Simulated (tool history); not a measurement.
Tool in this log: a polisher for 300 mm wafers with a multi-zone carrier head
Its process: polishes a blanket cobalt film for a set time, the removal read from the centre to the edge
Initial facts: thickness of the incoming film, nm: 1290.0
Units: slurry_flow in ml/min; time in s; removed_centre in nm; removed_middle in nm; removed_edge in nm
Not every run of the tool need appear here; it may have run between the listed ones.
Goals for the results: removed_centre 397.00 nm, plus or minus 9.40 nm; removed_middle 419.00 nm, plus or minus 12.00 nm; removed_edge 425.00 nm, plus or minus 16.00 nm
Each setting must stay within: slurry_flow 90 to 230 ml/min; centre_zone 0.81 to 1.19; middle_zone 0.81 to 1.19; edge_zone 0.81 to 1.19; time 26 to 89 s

{"run": 1, "day": 0.0, "slurry_flow": 150, "centre_zone": 1.0, "middle_zone": 1.0, "edge_zone": 1.0, "time": 57, "removed_centre": 492.01, "removed_middle": 495.07, "removed_edge": 483.35}
{"run": 2, "day": 0.317, "slurry_flow": 150, "centre_zone": 1.0, "middle_zone": 1.04, "edge_zone": 1.0, "time": 57, "removed_centre": 494.45, "removed_middle": 519.12, "removed_edge": 496.17}
{"run": 3, "day": 0.496, "slurry_flow": 150, "centre_zone": 1.0, "middle_zone": 1.04, "edge_zone": 1.0, "time": 64, "removed_centre": 554.36, "removed_middle": 575.39, "removed_edge": 547.19}
{"run": 4, "day": 0.65, "slurry_flow": 145, "centre_zone": 0.98, "middle_zone": 1.02, "edge_zone": 0.98, "time": 63, "removed_centre": 526.93, "removed_middle": 555.13, "removed_edge": 537.7}
{"run": 5, "day": 0.688, "slurry_flow": 145, "centre_zone": 0.98, "middle_zone": 1.02, "edge_zone": 0.98, "time": 53, "removed_centre": 451.06, "removed_middle": 462.02, "removed_edge": 447.46}
{"run": 6, "day": 0.825, "slurry_flow": 140, "centre_zone": 0.97, "middle_zone": 1.02, "edge_zone": 0.98, "time": 53, "removed_centre": 443.93, "removed_middle": 469.19, "removed_edge": 451.72}
{"run": 7, "day": 1.075, "slurry_flow": 135, "centre_zone": 0.96, "middle_zone": 1.01, "edge_zone": 0.97, "time": 53, "removed_centre": 433.11, "removed_middle": 455.29, "removed_edge": 437.79}
{"run": 8, "day": 1.292, "slurry_flow": 130, "centre_zone": 0.96, "middle_zone": 1.0, "edge_zone": 0.98, "time": 53, "removed_centre": 432.29, "removed_middle": 443.16, "removed_edge": 446.53}
{"run": 9, "day": 1.612, "slurry_flow": 130, "centre_zone": 0.96, "middle_zone": 1.0, "edge_zone": 0.98, "time": 53, "removed_centre": 432.04, "removed_middle": 448.68, "removed_edge": 442.91}
{"run": 10, "day": 1.946, "slurry_flow": 125, "centre_zone": 0.95, "middle_zone": 1.0, "edge_zone": 0.98, "time": 53, "removed_centre": 419.71, "removed_middle": 443.27, "removed_edge": 437.55}
{"run": 11, "day": 2.225, "slurry_flow": 95, "centre_zone": 0.94, "middle_zone": 0.98, "edge_zone": 0.98, "time": 53, "removed_centre": 385.32, "removed_middle": 406.51, "removed_edge": 419.62}

Exercise: of the 4 proposed moves below, exactly one satisfies all targets within the stated allowed misses. Which move is it?
{"run": "A", "day": 2.504, "slurry_flow": 110, "centre_zone": 0.85, "middle_zone": 0.95, "edge_zone": 1.06, "time": 54, "removed_centre": "?", "removed_middle": "?", "removed_edge": "?"}
{"run": "B", "day": 2.504, "slurry_flow": 110, "centre_zone": 0.89, "middle_zone": 0.96, "edge_zone": 0.93, "time": 54, "removed_centre": "?", "removed_middle": "?", "removed_edge": "?"}
{"run": "C", "day": 2.504, "slurry_flow": 90, "centre_zone": 0.87, "middle_zone": 0.96, "edge_zone": 1.04, "time": 56, "removed_centre": "?", "removed_middle": "?", "removed_edge": "?"}
{"run": "D", "day": 2.504, "slurry_flow": 90, "centre_zone": 0.81, "middle_zone": 0.86, "edge_zone": 0.9, "time": 59, "removed_centre": "?", "removed_middle": "?", "removed_edge": "?"}

move=A removed_centre=381.09 removed_middle=419.56 removed_edge=454.99
move=B removed_centre=395.18 removed_middle=423.27 removed_edge=427.16
move=C removed_centre=377.31 removed_middle=414.90 removed_edge=449.88
move=D removed_centre=375.66 removed_middle=399.12 removed_edge=443.11
A: misses by more than the last run did
B: each result inside its tolerance
C: misses by more than the last run did
D: misses by more than the last run did
Correct choice: B, which meets every target

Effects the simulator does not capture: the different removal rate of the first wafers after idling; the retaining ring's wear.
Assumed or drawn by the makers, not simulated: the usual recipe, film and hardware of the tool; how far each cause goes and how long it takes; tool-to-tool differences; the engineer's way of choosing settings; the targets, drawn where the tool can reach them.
